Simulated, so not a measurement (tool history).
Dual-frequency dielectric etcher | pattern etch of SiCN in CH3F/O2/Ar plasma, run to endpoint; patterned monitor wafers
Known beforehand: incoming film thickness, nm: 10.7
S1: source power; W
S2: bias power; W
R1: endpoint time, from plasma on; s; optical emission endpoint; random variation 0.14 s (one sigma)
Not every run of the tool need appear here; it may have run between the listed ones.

run,day,S1,S2,R1
1,0.000,530,67,24.902
2,0.333,530,75,24.035
3,0.417,530,65,24.923
4,0.662,610,65,23.444
5,0.975,580,64,24.014
6,1.092,640,64,23.161
7,1.338,600,62,23.922
8,1.454,600,62,23.902
9,1.708,570,61,24.537
10,1.975,540,60,25.306

The next listed run, before its measurement:
# day 2.025: source power generator calibrated
11,2.025,520,59,?

{"run 11": {"R1": 25.354}}

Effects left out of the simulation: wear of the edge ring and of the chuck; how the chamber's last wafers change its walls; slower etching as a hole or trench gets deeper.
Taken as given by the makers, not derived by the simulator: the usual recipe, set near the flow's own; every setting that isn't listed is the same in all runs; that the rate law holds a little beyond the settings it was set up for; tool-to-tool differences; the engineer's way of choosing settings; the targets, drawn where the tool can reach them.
